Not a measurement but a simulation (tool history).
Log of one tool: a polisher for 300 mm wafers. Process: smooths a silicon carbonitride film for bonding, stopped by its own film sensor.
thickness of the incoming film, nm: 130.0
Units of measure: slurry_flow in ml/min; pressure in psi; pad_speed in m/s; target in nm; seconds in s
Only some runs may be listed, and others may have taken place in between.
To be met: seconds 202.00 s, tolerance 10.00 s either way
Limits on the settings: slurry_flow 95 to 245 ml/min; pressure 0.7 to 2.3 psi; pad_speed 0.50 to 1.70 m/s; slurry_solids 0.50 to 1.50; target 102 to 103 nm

Run 1, hour 0.0: slurry_flow 155 ml/min, pressure 1.5 psi, pad_speed 1.10 m/s, slurry_solids 1.00, target 103 nm. Result: seconds 109.94 s.
Run 2, hour 2.2: slurry_flow 155 ml/min, pressure 1.6 psi, pad_speed 1.10 m/s, slurry_solids 1.00, target 103 nm. Result: seconds 105.11 s.
Run 3, hour 3.6: slurry_flow 155 ml/min, pressure 1.6 psi, pad_speed 1.10 m/s, slurry_solids 1.00, target 102 nm. Result: seconds 109.21 s.
Run 4, hour 9.1: slurry_flow 125 ml/min, pressure 1.6 psi, pad_speed 1.10 m/s, slurry_solids 1.00, target 102 nm. Result: seconds 110.40 s.
Run 5, hour 15.0: slurry_flow 140 ml/min, pressure 1.6 psi, pad_speed 1.10 m/s, slurry_solids 1.00, target 102 nm. Result: seconds 111.81 s.
Run 6, hour 15.7: slurry_flow 140 ml/min, pressure 1.6 psi, pad_speed 1.10 m/s, slurry_solids 1.00, target 103 nm. Result: seconds 107.92 s.
Run 7, hour 19.1: slurry_flow 140 ml/min, pressure 1.5 psi, pad_speed 1.06 m/s, slurry_solids 1.00, target 103 nm. Result: seconds 119.99 s.
Run 8, hour 21.6: slurry_flow 140 ml/min, pressure 1.4 psi, pad_speed 1.06 m/s, slurry_solids 1.00, target 103 nm. Result: seconds 125.94 s.
Run 9, hour 24.9: slurry_flow 140 ml/min, pressure 1.3 psi, pad_speed 1.06 m/s, slurry_solids 1.00, target 103 nm. Result: seconds 133.94 s.
Run 10, hour 27.6: slurry_flow 140 ml/min, pressure 1.2 psi, pad_speed 1.06 m/s, slurry_solids 1.00, target 103 nm. Result: seconds 148.12 s.
Run 11, hour 28.3: slurry_flow 140 ml/min, pressure 1.1 psi, pad_speed 1.06 m/s, slurry_solids 1.00, target 103 nm. Result: seconds 154.87 s.
Run 12, hour 31.5: slurry_flow 140 ml/min, pressure 1.0 psi, pad_speed 1.06 m/s, slurry_solids 1.00, target 103 nm. Result: seconds 174.39 s.
Run 13, hour 40.3: slurry_flow 135 ml/min, pressure 0.8 psi, pad_speed 1.04 m/s, slurry_solids 1.00, target 103 nm. Result: seconds 219.37 s.
Run 14, hour 49.0: slurry_flow 145 ml/min, pressure 0.8 psi, pad_speed 1.04 m/s, slurry_solids 1.00, target 103 nm. Result: seconds 219.11 s.
Run 15, hour 55.9: slurry_flow 145 ml/min, pressure 0.9 psi, pad_speed 1.06 m/s, slurry_solids 1.00, target 103 nm. Result: seconds 189.52 s.

Which single option among these 4 for the next run brings every result within its allowed miss of target? Just one does.
Run A, hour 62.8: slurry_flow 140 ml/min, pressure 1.0 psi, pad_speed 1.10 m/s, slurry_solids 1.05, target 103 nm. Result: seconds ?.
Run B, hour 62.8: slurry_flow 155 ml/min, pressure 0.9 psi, pad_speed 1.16 m/s, slurry_solids 0.80, target 102 nm. Result: seconds ?.
Run C, hour 62.8: slurry_flow 125 ml/min, pressure 1.2 psi, pad_speed 0.78 m/s, slurry_solids 1.15, target 102 nm. Result: seconds ?.
Run D, hour 62.8: slurry_flow 140 ml/min, pressure 1.0 psi, pad_speed 1.16 m/s, slurry_solids 0.90, target 103 nm. Result: seconds ?.

move  seconds
   A   168.54
   B   205.37
   C   181.64
   D   173.12
A: its largest miss is bigger than the last run's
B: all results land within tolerance of their targets
C: its largest miss is bigger than the last run's
D: its largest miss is bigger than the last run's
The move that meets every target is B.
